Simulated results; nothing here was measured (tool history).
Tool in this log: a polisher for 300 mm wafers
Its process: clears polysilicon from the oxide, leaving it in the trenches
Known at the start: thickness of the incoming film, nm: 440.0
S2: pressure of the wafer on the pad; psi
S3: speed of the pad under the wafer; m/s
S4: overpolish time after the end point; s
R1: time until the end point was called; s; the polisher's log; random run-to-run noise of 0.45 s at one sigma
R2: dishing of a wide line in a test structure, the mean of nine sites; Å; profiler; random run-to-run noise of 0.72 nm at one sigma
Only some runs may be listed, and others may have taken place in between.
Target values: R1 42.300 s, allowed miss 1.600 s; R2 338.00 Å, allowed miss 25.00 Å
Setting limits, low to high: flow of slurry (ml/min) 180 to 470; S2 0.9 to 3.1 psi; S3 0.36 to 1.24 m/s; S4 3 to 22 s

{"run": 1, "hour": 0.0, "flow of slurry (ml/min)": 300, "S2": 2.0, "S3": 0.8, "S4": 11, "R1": 65.911, "R2": 364.48}
{"run": 2, "hour": 3.4, "flow of slurry (ml/min)": 300, "S2": 2.4, "S3": 0.8, "S4": 11, "R1": 56.36, "R2": 368.02}
{"run": 3, "hour": 8.7, "flow of slurry (ml/min)": 230, "S2": 2.4, "S3": 0.8, "S4": 11, "R1": 57.813, "R2": 370.28}
{"run": 4, "hour": 10.4, "flow of slurry (ml/min)": 230, "S2": 2.0, "S3": 0.8, "S4": 11, "R1": 69.764, "R2": 357.53}
{"run": 5, "hour": 13.1, "flow of slurry (ml/min)": 240, "S2": 2.1, "S3": 0.8, "S4": 10, "R1": 64.915, "R2": 342.79}
{"run": 6, "hour": 15.7, "flow of slurry (ml/min)": 180, "S2": 2.1, "S3": 0.8, "S4": 10, "R1": 66.361, "R2": 345.59}
{"run": 7, "hour": 18.4, "flow of slurry (ml/min)": 180, "S2": 2.2, "S3": 0.8, "S4": 10, "R1": 65.882, "R2": 361.3}
{"run": 8, "hour": 26.0, "flow of slurry (ml/min)": 195, "S2": 2.3, "S3": 0.8, "S4": 9, "R1": 61.831, "R2": 351.73}
{"run": 9, "hour": 30.3, "flow of slurry (ml/min)": 200, "S2": 2.4, "S3": 0.8, "S4": 8, "R1": 59.542, "R2": 330.55}
{"run": 10, "hour": 36.5, "flow of slurry (ml/min)": 205, "S2": 2.5, "S3": 0.8, "S4": 8, "R1": 58.06, "R2": 350.91}
{"run": 11, "hour": 45.4, "flow of slurry (ml/min)": 215, "S2": 2.6, "S3": 0.8, "S4": 7, "R1": 55.122, "R2": 311.55}
{"run": 12, "hour": 46.6, "flow of slurry (ml/min)": 220, "S2": 2.7, "S3": 0.8, "S4": 7, "R1": 53.254, "R2": 328.31}
{"run": 13, "hour": 48.5, "flow of slurry (ml/min)": 215, "S2": 3.1, "S3": 0.86, "S4": 4, "R1": 43.001, "R2": 259.75}
{"run": 14, "hour": 57.4, "flow of slurry (ml/min)": 215, "S2": 3.1, "S3": 0.86, "S4": 5, "R1": 44.05, "R2": 298.83}

Below are 5 possible settings for the next run. Only one of them brings all results inside the allowed miss of their targets. Which is it?
{"run": "A", "hour": 66.3, "flow of slurry (ml/min)": 295, "S2": 3.0, "S3": 0.86, "S4": 4, "R1": "?", "R2": "?"}
{"run": "B", "hour": 66.3, "flow of slurry (ml/min)": 250, "S2": 3.1, "S3": 0.88, "S4": 6, "R1": "?", "R2": "?"}
{"run": "C", "hour": 66.3, "flow of slurry (ml/min)": 240, "S2": 3.0, "S3": 0.84, "S4": 5, "R1": "?", "R2": "?"}
{"run": "D", "hour": 66.3, "flow of slurry (ml/min)": 220, "S2": 3.1, "S3": 0.82, "S4": 5, "R1": "?", "R2": "?"}
{"run": "E", "hour": 66.3, "flow of slurry (ml/min)": 185, "S2": 2.6, "S3": 0.94, "S4": 8, "R1": "?", "R2": "?"}

move=A R1=44.174 R2=268.62
move=B R1=42.734 R2=342.55
move=C R1=46.268 R2=298.69
move=D R1=46.547 R2=297.67
move=E R1=48.919 R2=366.56
A: the biggest miss grows against the last run
B: every result lands within tolerance
C: the biggest miss grows against the last run
D: the biggest miss grows against the last run
E: takes the result that was furthest off past its target
Go with B: it meets all targets.

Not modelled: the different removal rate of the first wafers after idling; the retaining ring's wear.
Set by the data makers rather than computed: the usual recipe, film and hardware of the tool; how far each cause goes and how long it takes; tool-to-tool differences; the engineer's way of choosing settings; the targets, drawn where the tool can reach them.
